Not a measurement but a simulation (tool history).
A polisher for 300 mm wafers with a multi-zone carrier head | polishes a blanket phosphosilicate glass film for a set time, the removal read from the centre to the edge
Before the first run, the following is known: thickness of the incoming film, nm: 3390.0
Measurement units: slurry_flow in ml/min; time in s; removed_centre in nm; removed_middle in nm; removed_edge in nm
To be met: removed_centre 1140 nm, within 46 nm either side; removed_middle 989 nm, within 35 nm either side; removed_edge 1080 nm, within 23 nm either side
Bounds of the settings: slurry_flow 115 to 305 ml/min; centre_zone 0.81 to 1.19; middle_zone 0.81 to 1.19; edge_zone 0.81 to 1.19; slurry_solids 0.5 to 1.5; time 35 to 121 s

Run 1, hour 0: slurry_flow 195 ml/min, centre_zone 1, middle_zone 1, edge_zone 1, slurry_solids 1, time 78 s. Result: removed_centre 673.46 nm, removed_middle 687.5 nm, removed_edge 682.52 nm.
Run 2, hour 6.9: slurry_flow 210 ml/min, centre_zone 1.03, middle_zone 0.99, edge_zone 1.04, slurry_solids 1.15, time 81 s. Result: removed_centre 783.53 nm, removed_middle 750.78 nm, removed_edge 768.32 nm.
Run 3, hour 8.8: slurry_flow 215 ml/min, centre_zone 1.04, middle_zone 0.99, edge_zone 1.07, slurry_solids 1.25, time 84 s. Result: removed_centre 840.46 nm, removed_middle 810.98 nm, removed_edge 835.2 nm.
Run 4, hour 15.7: slurry_flow 215 ml/min, centre_zone 1.04, middle_zone 0.99, edge_zone 1.07, slurry_solids 1.25, time 91 s. Result: removed_centre 892.21 nm, removed_middle 881.89 nm, removed_edge 914.81 nm.
Run 5, hour 18.2: slurry_flow 215 ml/min, centre_zone 1.04, middle_zone 0.99, edge_zone 1.12, slurry_solids 1.25, time 91 s. Result: removed_centre 913.66 nm, removed_middle 875.81 nm, removed_edge 918.87 nm.
Run 6, hour 24.2: slurry_flow 215 ml/min, centre_zone 1.04, middle_zone 0.94, edge_zone 1.12, slurry_solids 1.25, time 91 s. Result: removed_centre 906.96 nm, removed_middle 855.99 nm, removed_edge 916.88 nm.
Run 7, hour 27.8: slurry_flow 225 ml/min, centre_zone 1.06, middle_zone 0.94, edge_zone 1.13, slurry_solids 1.3, time 92 s. Result: removed_centre 969.32 nm, removed_middle 886.54 nm, removed_edge 949.59 nm.
Run 8, hour 36.4: slurry_flow 230 ml/min, centre_zone 1.07, middle_zone 0.93, edge_zone 1.14, slurry_solids 1.35, time 93 s. Result: removed_centre 996.06 nm, removed_middle 889.7 nm, removed_edge 1003.9 nm.
Run 9, hour 38.9: slurry_flow 240 ml/min, centre_zone 1.09, middle_zone 0.96, edge_zone 1.14, slurry_solids 1.35, time 93 s. Result: removed_centre 1018.2 nm, removed_middle 944.58 nm, removed_edge 990.56 nm.
Run 10, hour 39.5: slurry_flow 245 ml/min, centre_zone 1.1, middle_zone 0.95, edge_zone 1.15, slurry_solids 1.4, time 93 s. Result: removed_centre 1027.5 nm, removed_middle 943.53 nm, removed_edge 1002.1 nm.

Which single option among these 4 for the next run brings every result within its allowed miss of target? Just one does.
Run A, hour 40.1: slurry_flow 180 ml/min, centre_zone 0.93, middle_zone 0.96, edge_zone 1.19, slurry_solids 1.4, time 101 s. Result: removed_centre ?, removed_middle ?, removed_edge ?.
Run B, hour 40.1: slurry_flow 225 ml/min, centre_zone 1.07, middle_zone 0.92, edge_zone 1.05, slurry_solids 1.4, time 104 s. Result: removed_centre ?, removed_middle ?, removed_edge ?.
Run C, hour 40.1: slurry_flow 260 ml/min, centre_zone 1.02, middle_zone 0.9, edge_zone 1.19, slurry_solids 1.45, time 94 s. Result: removed_centre ?, removed_middle ?, removed_edge ?.
Run D, hour 40.1: slurry_flow 200 ml/min, centre_zone 0.91, middle_zone 0.87, edge_zone 1.19, slurry_solids 1.45, time 97 s. Result: removed_centre ?, removed_middle ?, removed_edge ?.

move  removed_centre  removed_middle  removed_edge
   A          923.94          970.23        1088.1
   B          1136.2          998.87        1092.1
   C          1010.8          915.71          1066
   D          895.16          891.01        1072.7
A: gets the furthest-off result to its target, but another result is out of tolerance
B: each result inside its tolerance
C: gets the furthest-off result to its target, but another result is out of tolerance
D: gets the furthest-off result to its target, but another result is out of tolerance
Go with B: it meets all targets.
